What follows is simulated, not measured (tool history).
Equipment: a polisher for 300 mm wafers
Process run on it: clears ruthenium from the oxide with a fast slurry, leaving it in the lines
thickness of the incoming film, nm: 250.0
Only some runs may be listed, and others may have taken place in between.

run,day,flow of slurry (ml/min),pressure of the wafer on the pad (psi),speed of the pad under the wafer (m/s),abrasive content of the slurry,overpolish time after the end point (s),time until the end point was called (s),dishing of a wide line in a test structure (nm)
1,0,260,3.4,1.16,1,12,39.898,28.509
2,0.104,260,3.3,1.16,1,11,41.723,27.702
3,0.329,260,3.3,1.44,1,11,32.447,29.772
4,0.542,260,3.3,1.44,1,14,32.64,31.116
5,0.646,200,3.3,1.44,1,14,33.546,30.858
6,1.021,195,3.1,1.48,0.95,13,36.14,29.835
7,1.192,190,2.9,1.48,1,12,38.008,29.123
8,1.321,260,3.9,1.16,0.75,6,44.463,19.226
9,1.683,265,4.4,1.14,0.7,4,44.144,15.025
10,1.883,265,4.4,1.14,0.7,4,43.953,15.006
11,2.204,265,4.3,1.16,0.7,4,43.289,14.804
12,2.35,265,4.2,1.18,0.7,4,43.483,14.847
13,2.654,265,4.1,1.18,0.75,4,41.824,15.325

What will run 14 give?
14,2.729,265,3.9,1.2,0.8,10,?,?

Run 14 measured time until the end point was called (s) 40.102, dishing of a wide line in a test structure (nm) 26.863.
